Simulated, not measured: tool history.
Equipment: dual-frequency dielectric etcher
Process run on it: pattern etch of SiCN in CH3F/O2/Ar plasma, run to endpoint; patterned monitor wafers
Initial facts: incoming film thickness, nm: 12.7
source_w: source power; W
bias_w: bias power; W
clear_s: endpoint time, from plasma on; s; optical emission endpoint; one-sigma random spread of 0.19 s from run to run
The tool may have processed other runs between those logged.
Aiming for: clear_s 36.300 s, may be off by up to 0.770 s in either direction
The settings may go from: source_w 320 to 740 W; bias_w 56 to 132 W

run 1 hour=0.0 | source_w=530 bias_w=94 | clear_s=29.553
run 2 hour=3.7 | source_w=490 bias_w=90 | clear_s=31.157
run 3 hour=6.6 | source_w=460 bias_w=88 | clear_s=32.536
run 4 hour=11.8 | source_w=440 bias_w=87 | clear_s=33.414
run 5 hour=20.6 | source_w=490 bias_w=87 | clear_s=31.488
run 6 hour=27.6 | source_w=490 bias_w=72 | clear_s=34.904
run 7 hour=33.5 | source_w=480 bias_w=72 | clear_s=35.532
run 8 hour=40.0 | source_w=470 bias_w=72 | clear_s=35.327

Which of these 5 next moves meets every target?
run A hour=46.5 | source_w=490 bias_w=74 | clear_s=?
run B hour=46.5 | source_w=540 bias_w=67 | clear_s=?
run C hour=46.5 | source_w=490 bias_w=65 | clear_s=?
run D hour=46.5 | source_w=500 bias_w=59 | clear_s=?
run E hour=46.5 | source_w=490 bias_w=76 | clear_s=?

move=A clear_s=34.037
move=B clear_s=34.145
move=C clear_s=36.385
move=D clear_s=37.893
move=E clear_s=33.579
A: misses by more than the last run did
B: misses by more than the last run did
C: in spec on every target
D: the result that was furthest off in the last run now lies on the other side of its target
E: misses by more than the last run did
C is the move that brings every result within its allowed miss.
